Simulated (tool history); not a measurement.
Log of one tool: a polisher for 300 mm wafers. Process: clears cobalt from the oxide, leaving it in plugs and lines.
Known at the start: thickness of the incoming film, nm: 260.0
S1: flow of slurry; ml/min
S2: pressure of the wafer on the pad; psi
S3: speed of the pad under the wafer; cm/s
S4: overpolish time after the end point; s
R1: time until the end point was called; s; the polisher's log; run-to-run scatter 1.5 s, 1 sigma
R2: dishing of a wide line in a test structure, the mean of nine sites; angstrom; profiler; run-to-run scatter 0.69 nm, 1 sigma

run 1 day=0 | S1=250 S2=2.4 S3=128 S4=29 | R1=32.191 R2=453.88
run 2 day=0.104 | S1=250 S2=2.4 S3=112 S4=29 | R1=35.366 R2=459.25
run 3 day=0.192 | S1=250 S2=2.4 S3=88 S4=29 | R1=46.739 R2=448.03
run 4 day=0.496 | S1=245 S2=2.3 S3=84 S4=26 | R1=50.786 R2=440.3
run 5 day=0.529 | S1=230 S2=2.2 S3=82 S4=24 | R1=53.826 R2=432.73
run 6 day=0.767 | S1=230 S2=2.7 S3=82 S4=24 | R1=43.879 R2=434.09
run 7 day=1.025 | S1=220 S2=2.6 S3=78 S4=22 | R1=48.241 R2=438.06
run 8 day=1.375 | S1=215 S2=2.5 S3=76 S4=20 | R1=49.573 R2=416.69
run 9 day=1.425 | S1=205 S2=2.4 S3=76 S4=19 | R1=54.205 R2=414.77
run 10 day=1.779 | S1=200 S2=2.3 S3=76 S4=18 | R1=54.986 R2=399.79
run 11 day=2.058 | S1=200 S2=2.3 S3=76 S4=18 | R1=57.317 R2=385.12
run 12 day=2.367 | S1=195 S2=2.2 S3=76 S4=17 | R1=59.568 R2=405.5

Run 13 comes next. What will it give?
run 13 day=2.533 | S1=190 S2=2.2 S3=74 S4=16 | R1=? R2=?

For run 13 the tool returned R1 60.72 s, R2 375.44 angstrom.
